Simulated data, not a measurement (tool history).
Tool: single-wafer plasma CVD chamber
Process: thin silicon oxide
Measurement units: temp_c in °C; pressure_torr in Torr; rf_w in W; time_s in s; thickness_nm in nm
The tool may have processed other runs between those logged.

{"run": 1, "day": 0.0, "temp_c": 410, "pressure_torr": 0.727, "rf_w": 295, "time_s": 7.06, "thickness_nm": 10.703}
{"run": 2, "day": 0.254, "temp_c": 410, "pressure_torr": 0.718, "rf_w": 295, "time_s": 7.06, "thickness_nm": 10.537}
{"run": 3, "day": 0.371, "temp_c": 419, "pressure_torr": 0.718, "rf_w": 295, "time_s": 7.06, "thickness_nm": 10.457}
{"run": 4, "day": 0.596, "temp_c": 419, "pressure_torr": 0.71, "rf_w": 295, "time_s": 7.06, "thickness_nm": 10.418}
{"run": 5, "day": 0.725, "temp_c": 419, "pressure_torr": 0.703, "rf_w": 295, "time_s": 7.06, "thickness_nm": 10.266}
{"run": 6, "day": 0.75, "temp_c": 419, "pressure_torr": 0.58, "rf_w": 295, "time_s": 7.06, "thickness_nm": 8.4839}
{"run": 7, "day": 0.9, "temp_c": 419, "pressure_torr": 0.586, "rf_w": 295, "time_s": 7.06, "thickness_nm": 8.5714}
{"run": 8, "day": 0.996, "temp_c": 419, "pressure_torr": 0.592, "rf_w": 295, "time_s": 7.06, "thickness_nm": 8.6489}

Run 9 has not been measured yet. What should we expect?
{"run": 9, "day": 1.308, "temp_c": 419, "pressure_torr": 0.597, "rf_w": 295, "time_s": 7.06, "thickness_nm": "?"}

Logged for run 9: thickness_nm 8.7231 nm.
